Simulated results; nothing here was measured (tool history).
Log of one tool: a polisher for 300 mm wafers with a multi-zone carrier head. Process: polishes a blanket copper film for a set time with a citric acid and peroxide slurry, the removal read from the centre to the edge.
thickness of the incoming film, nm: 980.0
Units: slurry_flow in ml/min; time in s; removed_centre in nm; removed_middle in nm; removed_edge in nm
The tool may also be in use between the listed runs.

Run 1, hour 0.0: slurry_flow 225 ml/min, centre_zone 1.00, middle_zone 1.00, edge_zone 1.00, slurry_solids 1.00, time 47 s. Result: removed_centre 113.01 nm, removed_middle 113.88 nm, removed_edge 115.99 nm.
Run 2, hour 8.5: slurry_flow 225 ml/min, centre_zone 1.00, middle_zone 0.97, edge_zone 1.00, slurry_solids 1.00, time 47 s. Result: removed_centre 115.88 nm, removed_middle 111.03 nm, removed_edge 115.35 nm.
Run 3, hour 13.1: slurry_flow 230 ml/min, centre_zone 1.00, middle_zone 1.00, edge_zone 1.02, slurry_solids 1.05, time 47 s. Result: removed_centre 117.46 nm, removed_middle 115.25 nm, removed_edge 117.90 nm.
Run 4, hour 21.4: slurry_flow 230 ml/min, centre_zone 1.00, middle_zone 1.00, edge_zone 0.94, slurry_solids 1.05, time 47 s. Result: removed_centre 119.34 nm, removed_middle 116.94 nm, removed_edge 113.25 nm.
Run 5, hour 26.4: slurry_flow 235 ml/min, centre_zone 0.99, middle_zone 1.02, edge_zone 0.97, slurry_solids 1.10, time 47 s. Result: removed_centre 117.70 nm, removed_middle 120.48 nm, removed_edge 120.26 nm.
Run 6, hour 32.0: slurry_flow 245 ml/min, centre_zone 0.99, middle_zone 1.04, edge_zone 0.97, slurry_solids 1.10, time 47 s. Result: removed_centre 120.35 nm, removed_middle 123.76 nm, removed_edge 119.10 nm.
Run 7, hour 39.9: slurry_flow 250 ml/min, centre_zone 0.98, middle_zone 1.05, edge_zone 0.99, slurry_solids 1.15, time 47 s. Result: removed_centre 119.61 nm, removed_middle 124.48 nm, removed_edge 122.22 nm.
Run 8, hour 45.1: slurry_flow 255 ml/min, centre_zone 0.97, middle_zone 1.07, edge_zone 1.00, slurry_solids 1.20, time 47 s. Result: removed_centre 118.37 nm, removed_middle 128.57 nm, removed_edge 123.04 nm.
Run 9, hour 49.2: slurry_flow 260 ml/min, centre_zone 0.96, middle_zone 1.08, edge_zone 1.01, slurry_solids 1.25, time 47 s. Result: removed_centre 123.84 nm, removed_middle 129.05 nm, removed_edge 124.57 nm.
Run 10, hour 50.2: slurry_flow 260 ml/min, centre_zone 0.94, middle_zone 1.09, edge_zone 1.03, slurry_solids 1.25, time 47 s. Result: removed_centre 119.71 nm, removed_middle 130.74 nm, removed_edge 127.30 nm.
Run 11, hour 54.3: slurry_flow 265 ml/min, centre_zone 0.93, middle_zone 1.10, edge_zone 1.04, slurry_solids 1.25, time 47 s. Result: removed_centre 114.09 nm, removed_middle 131.46 nm, removed_edge 129.00 nm.
Run 12, hour 59.9: slurry_flow 270 ml/min, centre_zone 0.93, middle_zone 1.11, edge_zone 1.05, slurry_solids 1.25, time 47 s. Result: removed_centre 114.98 nm, removed_middle 134.61 nm, removed_edge 127.81 nm.

Forecast run 13:
Run 13, hour 63.9: slurry_flow 270 ml/min, centre_zone 0.93, middle_zone 1.11, edge_zone 1.06, slurry_solids 1.25, time 47 s. Result: removed_centre ?, removed_middle ?, removed_edge ?.

removed_centre: 116.85 nm
removed_middle: 131.94 nm
removed_edge: 129.43 nm
